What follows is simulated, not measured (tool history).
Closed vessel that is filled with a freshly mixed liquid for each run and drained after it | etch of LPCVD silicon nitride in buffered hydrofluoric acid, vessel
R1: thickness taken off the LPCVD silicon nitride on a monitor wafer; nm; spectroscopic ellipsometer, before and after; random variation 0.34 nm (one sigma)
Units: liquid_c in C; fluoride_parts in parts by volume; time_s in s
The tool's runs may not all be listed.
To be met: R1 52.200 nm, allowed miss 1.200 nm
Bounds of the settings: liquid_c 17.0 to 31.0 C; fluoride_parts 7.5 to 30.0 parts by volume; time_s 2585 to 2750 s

{"run": 1, "day": 0.0, "liquid_c": 23.0, "fluoride_parts": 21.0, "time_s": 2585, "R1": 15.251}
{"run": 2, "day": 0.029, "liquid_c": 20.0, "fluoride_parts": 21.0, "time_s": 2585, "R1": 12.761}
{"run": 3, "day": 0.204, "liquid_c": 23.0, "fluoride_parts": 17.0, "time_s": 2635, "R1": 18.935}
{"run": 4, "day": 0.258, "liquid_c": 23.0, "fluoride_parts": 23.0, "time_s": 2635, "R1": 14.512}
{"run": 5, "day": 0.533, "liquid_c": 25.5, "fluoride_parts": 18.5, "time_s": 2670, "R1": 20.252}
{"run": 6, "day": 0.662, "liquid_c": 27.0, "fluoride_parts": 15.5, "time_s": 2695, "R1": 26.303}
{"run": 7, "day": 0.946, "liquid_c": 28.0, "fluoride_parts": 13.0, "time_s": 2710, "R1": 33.23}
{"run": 8, "day": 1.246, "liquid_c": 29.0, "fluoride_parts": 11.5, "time_s": 2710, "R1": 39.395}
{"run": 9, "day": 1.275, "liquid_c": 29.5, "fluoride_parts": 10.5, "time_s": 2710, "R1": 44.344}
{"run": 10, "day": 1.362, "liquid_c": 30.0, "fluoride_parts": 10.0, "time_s": 2710, "R1": 48.039}
{"run": 11, "day": 1.683, "liquid_c": 30.5, "fluoride_parts": 10.0, "time_s": 2710, "R1": 49.053}

Which of these 5 next moves meets every target?
{"run": "A", "day": 2.004, "liquid_c": 31.0, "fluoride_parts": 10.5, "time_s": 2675, "R1": "?"}
{"run": "B", "day": 2.004, "liquid_c": 28.5, "fluoride_parts": 8.0, "time_s": 2625, "R1": "?"}
{"run": "C", "day": 2.004, "liquid_c": 30.5, "fluoride_parts": 10.5, "time_s": 2585, "R1": "?"}
{"run": "D", "day": 2.004, "liquid_c": 30.5, "fluoride_parts": 11.0, "time_s": 2750, "R1": "?"}
{"run": "E", "day": 2.004, "liquid_c": 30.0, "fluoride_parts": 9.5, "time_s": 2585, "R1": "?"}

move=A R1=47.604
move=B R1=52.037
move=C R1=44.799
move=D R1=45.548
move=E R1=47.241
A: further off than the last run
B: meets every target
C: further off than the last run
D: further off than the last run
E: further off than the last run
The right move is B.
